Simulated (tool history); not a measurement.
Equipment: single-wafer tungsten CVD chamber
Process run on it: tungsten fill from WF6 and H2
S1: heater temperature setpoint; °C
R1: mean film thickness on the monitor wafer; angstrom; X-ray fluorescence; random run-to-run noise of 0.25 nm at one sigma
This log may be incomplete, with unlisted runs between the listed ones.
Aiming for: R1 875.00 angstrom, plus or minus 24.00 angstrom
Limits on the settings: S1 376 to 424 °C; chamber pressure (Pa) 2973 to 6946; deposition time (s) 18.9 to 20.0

Run 1, hour 0.0: S1 400 °C, chamber pressure (Pa) 4960, deposition time (s) 20.0. Result: R1 707.90 angstrom.
Run 2, hour 3.1: S1 400 °C, chamber pressure (Pa) 4506, deposition time (s) 20.0. Result: R1 686.01 angstrom.
Run 3, hour 7.7: S1 404 °C, chamber pressure (Pa) 4546, deposition time (s) 20.0. Result: R1 730.09 angstrom.
Run 4, hour 13.0: S1 404 °C, chamber pressure (Pa) 3813, deposition time (s) 20.0. Result: R1 672.44 angstrom.
Run 5, hour 17.1: S1 404 °C, chamber pressure (Pa) 3813, deposition time (s) 20.0. Result: R1 679.47 angstrom.
Run 6, hour 20.1: S1 404 °C, chamber pressure (Pa) 4400, deposition time (s) 20.0. Result: R1 718.98 angstrom.
Run 7, hour 24.5: S1 408 °C, chamber pressure (Pa) 4426, deposition time (s) 20.0. Result: R1 764.42 angstrom.
Run 8, hour 33.1: S1 411 °C, chamber pressure (Pa) 4453, deposition time (s) 20.0. Result: R1 802.67 angstrom.
Run 9, hour 35.6: S1 413 °C, chamber pressure (Pa) 4466, deposition time (s) 20.0. Result: R1 831.20 angstrom.
Run 10, hour 40.1: S1 414 °C, chamber pressure (Pa) 4480, deposition time (s) 20.0. Result: R1 839.04 angstrom.

Of the 4 settings listed for the next run, only one would bring every result within its allowed miss of target. Which one?
Run A, hour 44.6: S1 406 °C, chamber pressure (Pa) 5226, deposition time (s) 20.0. Result: R1 ?.
Run B, hour 44.6: S1 415 °C, chamber pressure (Pa) 4280, deposition time (s) 18.9. Result: R1 ?.
Run C, hour 44.6: S1 424 °C, chamber pressure (Pa) 3400, deposition time (s) 20.0. Result: R1 ?.
Run D, hour 44.6: S1 420 °C, chamber pressure (Pa) 5226, deposition time (s) 18.9. Result: R1 ?.

move      R1
   A  796.58
   B  792.80
   C  866.40
   D  924.14
A: misses by more than the last run did
B: misses by more than the last run did
C: all results land within tolerance of their targets
D: pushes the last run's worst result past its target
C meets every target.
